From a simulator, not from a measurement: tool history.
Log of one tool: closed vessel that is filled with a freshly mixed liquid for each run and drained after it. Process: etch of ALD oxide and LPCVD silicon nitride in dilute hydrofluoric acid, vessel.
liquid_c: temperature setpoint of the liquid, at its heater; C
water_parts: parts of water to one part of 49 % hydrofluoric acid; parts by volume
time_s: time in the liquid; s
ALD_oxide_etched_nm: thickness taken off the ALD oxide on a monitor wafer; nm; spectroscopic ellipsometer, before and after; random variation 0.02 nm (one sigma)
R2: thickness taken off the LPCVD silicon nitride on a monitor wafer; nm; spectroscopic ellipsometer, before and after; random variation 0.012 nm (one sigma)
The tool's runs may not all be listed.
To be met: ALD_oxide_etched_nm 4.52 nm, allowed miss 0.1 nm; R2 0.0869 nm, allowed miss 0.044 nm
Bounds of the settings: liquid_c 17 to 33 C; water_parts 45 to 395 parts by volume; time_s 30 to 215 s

{"run": 1, "hour": 0.0, "liquid_c": 25, "water_parts": 220, "time_s": 110, "ALD_oxide_etched_nm": 14.841, "R2": 0.29249}
{"run": 2, "hour": 5.6, "liquid_c": 25, "water_parts": 185, "time_s": 110, "ALD_oxide_etched_nm": 18.452, "R2": 0.43948}
{"run": 3, "hour": 8.3, "liquid_c": 22, "water_parts": 185, "time_s": 110, "ALD_oxide_etched_nm": 16.409, "R2": 0.21278}
{"run": 4, "hour": 17.0, "liquid_c": 22, "water_parts": 210, "time_s": 110, "ALD_oxide_etched_nm": 14.074, "R2": 0.22229}
{"run": 5, "hour": 20.0, "liquid_c": 22, "water_parts": 180, "time_s": 110, "ALD_oxide_etched_nm": 17.021, "R2": 0.21967}
{"run": 6, "hour": 24.7, "liquid_c": 21.5, "water_parts": 205, "time_s": 110, "ALD_oxide_etched_nm": 14.275, "R2": 0.16531}
{"hour": 28.4, "done": "thermometer replaced"}
{"run": 7, "hour": 28.4, "liquid_c": 21.5, "water_parts": 230, "time_s": 110, "ALD_oxide_etched_nm": 11.736, "R2": 0.21959}
{"run": 8, "hour": 29.9, "liquid_c": 21, "water_parts": 245, "time_s": 110, "ALD_oxide_etched_nm": 10.625, "R2": 0.12618}

Which of these 4 next moves meets every target?
{"run": "A", "hour": 31.4, "liquid_c": 26.5, "water_parts": 360, "time_s": 45, "ALD_oxide_etched_nm": "?", "R2": "?"}
{"run": "B", "hour": 31.4, "liquid_c": 24.5, "water_parts": 285, "time_s": 50, "ALD_oxide_etched_nm": "?", "R2": "?"}
{"run": "C", "hour": 31.4, "liquid_c": 22.5, "water_parts": 140, "time_s": 125, "ALD_oxide_etched_nm": "?", "R2": "?"}
{"run": "D", "hour": 31.4, "liquid_c": 29, "water_parts": 290, "time_s": 80, "ALD_oxide_etched_nm": "?", "R2": "?"}

move=A ALD_oxide_etched_nm=3.2297 R2=0.059051
move=B ALD_oxide_etched_nm=4.5624 R2=0.073557
move=C ALD_oxide_etched_nm=25.121 R2=0.32692
move=D ALD_oxide_etched_nm=8.3098 R2=0.15124
A: takes the result that was furthest off past its target
B: meets every target
C: further off than the last run
D: nearer than the last run, and not there yet
Move B is the one to make.

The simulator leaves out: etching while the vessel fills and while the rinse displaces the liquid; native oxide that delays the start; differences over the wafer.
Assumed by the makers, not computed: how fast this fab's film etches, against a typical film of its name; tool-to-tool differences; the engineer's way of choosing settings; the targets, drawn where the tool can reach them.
